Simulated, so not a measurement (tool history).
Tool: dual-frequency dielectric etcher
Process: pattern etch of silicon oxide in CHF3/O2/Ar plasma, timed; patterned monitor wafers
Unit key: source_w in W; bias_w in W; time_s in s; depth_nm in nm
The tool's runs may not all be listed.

run 1 hour=0.0 | source_w=880 bias_w=219 time_s=769.0 | depth_nm=1752.1
run 2 hour=6.8 | source_w=740 bias_w=219 time_s=769.0 | depth_nm=1673.3
run 3 hour=9.2 | source_w=740 bias_w=219 time_s=801.5 | depth_nm=1755.1
run 4 hour=13.5 | source_w=770 bias_w=221 time_s=801.5 | depth_nm=1774.8
run 5 hour=21.0 | source_w=800 bias_w=223 time_s=801.5 | depth_nm=1790.9
run 6 hour=26.9 | source_w=830 bias_w=225 time_s=801.5 | depth_nm=1820.6

Run 7 is up next; what results do you expect?
run 7 hour=29.2 | source_w=850 bias_w=227 time_s=801.5 | depth_nm=?

{"run 7": {"depth_nm": 1830.7}}
